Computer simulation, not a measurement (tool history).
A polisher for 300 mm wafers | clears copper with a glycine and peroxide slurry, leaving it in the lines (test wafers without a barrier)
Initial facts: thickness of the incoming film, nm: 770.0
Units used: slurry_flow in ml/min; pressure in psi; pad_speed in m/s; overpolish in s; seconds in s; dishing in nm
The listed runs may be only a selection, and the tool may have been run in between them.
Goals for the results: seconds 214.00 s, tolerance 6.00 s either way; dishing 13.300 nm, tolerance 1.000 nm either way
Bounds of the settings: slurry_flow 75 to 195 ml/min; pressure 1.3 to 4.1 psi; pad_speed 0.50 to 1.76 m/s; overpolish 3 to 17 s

run	hour	slurry_flow	pressure	pad_speed	overpolish	seconds	dishing
1	0.0	125	2.7	1.12	9	143.84	29.114
2	6.0	125	2.5	1.12	8	150.49	24.589
3	9.3	120	2.4	1.12	8	158.29	23.818
4	15.5	90	2.4	1.12	8	170.74	21.177
5	23.3	90	2.4	1.12	5	169.56	13.565
6	25.1	100	2.4	1.12	5	164.35	14.771
7	31.1	95	2.3	1.12	5	170.77	13.521
8	39.9	95	2.2	1.12	5	178.40	13.082
9	45.8	95	2.1	1.12	5	180.11	13.405
10	48.9	80	1.4	1.12	6	252.08	11.298
11	56.6	85	1.4	1.12	6	246.31	11.859
12	60.4	90	1.4	1.12	6	243.03	11.700
13	66.1	95	1.4	1.12	6	236.79	12.193

Below are 4 possible settings for the next run. Only one of them brings all results inside the allowed miss of their targets. Which is it?
A	71.8	110	1.5	1.16	6	?	?
B	71.8	100	1.5	0.86	8	?	?
C	71.8	125	1.6	0.98	5	?	?
D	71.8	75	1.7	0.82	8	?	?

move	seconds	dishing
A	215.94	13.022
B	262.38	14.266
C	222.02	10.654
D	275.35	13.642
A: each result inside its tolerance
B: misses by more than the last run did
C: nearer the targets than the last run, but a result is still out of spec
D: misses by more than the last run did
So the answer is move A, the one that meets all the targets.
